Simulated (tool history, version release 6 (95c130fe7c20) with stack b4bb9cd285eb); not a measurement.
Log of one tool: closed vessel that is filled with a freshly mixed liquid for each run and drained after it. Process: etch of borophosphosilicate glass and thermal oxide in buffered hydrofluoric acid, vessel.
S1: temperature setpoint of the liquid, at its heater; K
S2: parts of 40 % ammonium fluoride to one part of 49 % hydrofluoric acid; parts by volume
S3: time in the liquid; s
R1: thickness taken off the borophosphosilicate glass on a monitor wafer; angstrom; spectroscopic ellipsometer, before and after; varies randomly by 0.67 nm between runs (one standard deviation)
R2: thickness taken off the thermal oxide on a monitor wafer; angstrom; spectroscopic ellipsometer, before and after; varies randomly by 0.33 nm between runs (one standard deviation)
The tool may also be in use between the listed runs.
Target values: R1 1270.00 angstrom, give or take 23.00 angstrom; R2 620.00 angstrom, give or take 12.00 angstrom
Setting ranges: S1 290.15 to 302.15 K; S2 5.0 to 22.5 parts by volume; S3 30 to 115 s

run  hour      S1    S2  S3       R1      R2
  1   0.0  294.15  13.5  60   784.14  382.59
  2   6.0  296.65  13.5  60   903.72  443.42
  3  11.7  296.65  10.5  60  1151.40  566.85
  4  13.8  296.65   7.5  60  1583.30  767.94
  5  18.8  295.65   7.5  60  1498.10  731.60
  6  25.7  294.65   7.5  60  1415.30  687.02
  7  29.6  294.15   7.5  60  1374.80  674.73
  8  35.0  293.65   7.5  60  1346.00  644.81
  9  36.1  293.15   8.0  60  1218.20  589.74

Which single option among these 5 for the next run brings every result within its allowed miss of target? Just one does.
  A  37.2  297.15   9.5  55   ?   ?
  B  37.2  299.15  13.5  70   ?   ?
  C  37.2  291.65   7.5  60   ?   ?
  D  37.2  300.65   8.5  45   ?   ?
  E  37.2  302.15  14.5  65   ?   ?

move       R1      R2
   A  1203.70  588.19
   B  1207.40  591.90
   C  1199.10  582.14
   D  1276.60  624.53
   E  1224.80  601.46
A: its largest miss is bigger than the last run's
B: its largest miss is bigger than the last run's
C: its largest miss is bigger than the last run's
D: all results in spec
E: gains on the last run, yet a result remains outside its allowed miss
The right move is D.
